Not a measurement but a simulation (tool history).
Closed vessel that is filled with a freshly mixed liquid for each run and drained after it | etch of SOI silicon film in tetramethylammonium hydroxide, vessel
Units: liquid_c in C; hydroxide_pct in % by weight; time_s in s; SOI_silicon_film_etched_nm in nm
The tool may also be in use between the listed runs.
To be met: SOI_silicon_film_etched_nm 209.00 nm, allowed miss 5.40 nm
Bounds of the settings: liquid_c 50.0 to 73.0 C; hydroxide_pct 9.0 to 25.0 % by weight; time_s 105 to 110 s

| run | hour | liquid_c | hydroxide_pct | time_s | SOI_silicon_film_etched_nm |
|---|---|---|---|---|---|
| 1 | 0.0 | 60.0 | 18.0 | 105 | 363.21 |
| 2 | 7.2 | 60.0 | 18.0 | 110 | 377.40 |
| 3 | 8.7 | 60.0 | 15.5 | 110 | 399.83 |
| 4 | 16.0 | 60.0 | 15.5 | 110 | 396.57 |
| 5 | 25.1 | 58.5 | 15.5 | 110 | 366.22 |
| 6 | 33.3 | 58.5 | 15.5 | 105 | 344.96 |
| 7 | 34.8 | 57.5 | 15.5 | 105 | 322.75 |
| 8 | 39.0 | 56.5 | 15.5 | 105 | 306.65 |
| 9 | 41.5 | 55.5 | 15.5 | 105 | 288.91 |
| 10 | 46.3 | 54.5 | 15.5 | 105 | 270.21 |
| 11 | 50.0 | 50.0 | 15.5 | 105 | 199.74 |

Which of these 4 next moves meets every target?
| A | 53.7 | 50.0 | 16.0 | 105 | ? |
| B | 53.7 | 50.0 | 17.0 | 105 | ? |
| C | 53.7 | 50.5 | 15.5 | 105 | ? |
| D | 53.7 | 51.5 | 18.0 | 110 | ? |

| move | SOI_silicon_film_etched_nm |
|---|---|
| A | 198.69 |
| B | 194.42 |
| C | 207.63 |
| D | 220.05 |
A: further off than the last run
B: further off than the last run
C: meets every target
D: takes the result that was furthest off past its target
Answer: C
